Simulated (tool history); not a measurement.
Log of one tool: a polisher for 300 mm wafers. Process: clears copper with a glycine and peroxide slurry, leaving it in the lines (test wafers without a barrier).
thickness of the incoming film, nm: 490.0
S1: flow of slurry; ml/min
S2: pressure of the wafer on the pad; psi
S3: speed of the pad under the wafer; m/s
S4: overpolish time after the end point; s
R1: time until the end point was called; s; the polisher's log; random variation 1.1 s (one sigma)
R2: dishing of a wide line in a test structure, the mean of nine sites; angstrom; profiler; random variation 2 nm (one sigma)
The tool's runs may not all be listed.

run,hour,S1,S2,S3,S4,R1,R2
1,0.0,240,3.1,1.24,28,81.149,882.72
2,4.0,240,3.1,1.12,28,87.370,826.69
3,5.2,240,3.3,1.14,29,80.871,876.77
4,11.2,240,3.4,1.16,30,78.824,931.23
5,17.4,240,3.4,1.16,40,81.281,1096.80
6,21.9,240,3.5,1.16,38,77.358,1044.50
7,26.6,240,3.6,1.16,37,73.277,1066.60

The next listed run, before its measurement:
8,27.5,240,3.7,1.16,36,?,?

R1: 74.449 s
R2: 1065.20 angstrom
